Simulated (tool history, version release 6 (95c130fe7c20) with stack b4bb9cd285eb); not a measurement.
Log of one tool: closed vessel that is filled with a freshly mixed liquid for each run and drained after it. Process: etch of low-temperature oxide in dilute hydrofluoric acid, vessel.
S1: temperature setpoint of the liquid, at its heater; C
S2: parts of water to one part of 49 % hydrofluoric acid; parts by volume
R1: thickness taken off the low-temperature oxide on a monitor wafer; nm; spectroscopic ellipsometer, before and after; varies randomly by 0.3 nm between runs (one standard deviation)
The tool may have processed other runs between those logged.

{"run": 1, "hour": 0.0, "S1": 22, "S2": 75, "time in the liquid (s)": 190, "R1": 38.537}
{"run": 2, "hour": 3.8, "S1": 22, "S2": 90, "time in the liquid (s)": 190, "R1": 31.989}
{"run": 3, "hour": 8.4, "S1": 22.5, "S2": 90, "time in the liquid (s)": 190, "R1": 31.926}
{"run": 4, "hour": 12.3, "S1": 19, "S2": 90, "time in the liquid (s)": 190, "R1": 27.91}
{"run": 5, "hour": 13.6, "S1": 19.5, "S2": 90, "time in the liquid (s)": 190, "R1": 28.45}
{"run": 6, "hour": 17.4, "S1": 19.5, "S2": 110, "time in the liquid (s)": 190, "R1": 22.694}
{"run": 7, "hour": 26.3, "S1": 20.5, "S2": 110, "time in the liquid (s)": 190, "R1": 23.408}
{"run": 8, "hour": 27.3, "S1": 21.5, "S2": 110, "time in the liquid (s)": 190, "R1": 24.316}
{"run": 9, "hour": 28.8, "S1": 22.5, "S2": 110, "time in the liquid (s)": 190, "R1": 25.384}
{"run": 10, "hour": 37.7, "S1": 26.5, "S2": 110, "time in the liquid (s)": 190, "R1": 29.637}

Run 11 is up next; what results do you expect?
{"run": 11, "hour": 44.6, "S1": 27, "S2": 110, "time in the liquid (s)": 190, "R1": "?"}

{"run 11": {"R1": 30.74}}

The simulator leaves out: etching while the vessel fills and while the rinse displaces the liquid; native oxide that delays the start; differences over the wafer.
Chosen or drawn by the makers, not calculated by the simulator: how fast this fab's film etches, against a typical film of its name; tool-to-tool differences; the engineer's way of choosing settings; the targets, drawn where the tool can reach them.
